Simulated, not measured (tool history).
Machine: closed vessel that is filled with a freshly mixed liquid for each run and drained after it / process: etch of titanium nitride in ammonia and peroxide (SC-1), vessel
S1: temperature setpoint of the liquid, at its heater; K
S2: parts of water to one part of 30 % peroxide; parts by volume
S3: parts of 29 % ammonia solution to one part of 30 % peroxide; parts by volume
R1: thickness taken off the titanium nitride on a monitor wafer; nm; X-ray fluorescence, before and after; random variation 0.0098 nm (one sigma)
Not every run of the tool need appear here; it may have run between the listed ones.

Run 1, hour 0.0: S1 326.15 K, S2 10.0 parts by volume, S3 0.55 parts by volume, time in the liquid (s) 95. Result: R1 5.9137 nm.
Run 2, hour 7.9: S1 324.15 K, S2 10.0 parts by volume, S3 0.55 parts by volume, time in the liquid (s) 95. Result: R1 5.2153 nm.
Run 3, hour 12.1: S1 324.15 K, S2 10.0 parts by volume, S3 0.55 parts by volume, time in the liquid (s) 95. Result: R1 5.1981 nm.
Run 4, hour 14.8: S1 324.15 K, S2 8.5 parts by volume, S3 0.55 parts by volume, time in the liquid (s) 95. Result: R1 5.5975 nm.
Run 5, hour 17.3: S1 324.15 K, S2 11.0 parts by volume, S3 0.55 parts by volume, time in the liquid (s) 95. Result: R1 4.9346 nm.
Run 6, hour 19.6: S1 324.15 K, S2 12.5 parts by volume, S3 0.55 parts by volume, time in the liquid (s) 95. Result: R1 4.5963 nm.

What will run 7 give?
Run 7, hour 22.9: S1 316.15 K, S2 12.5 parts by volume, S3 0.55 parts by volume, time in the liquid (s) 95. Result: R1 ?.

Run 7 produced R1 2.5819 nm.
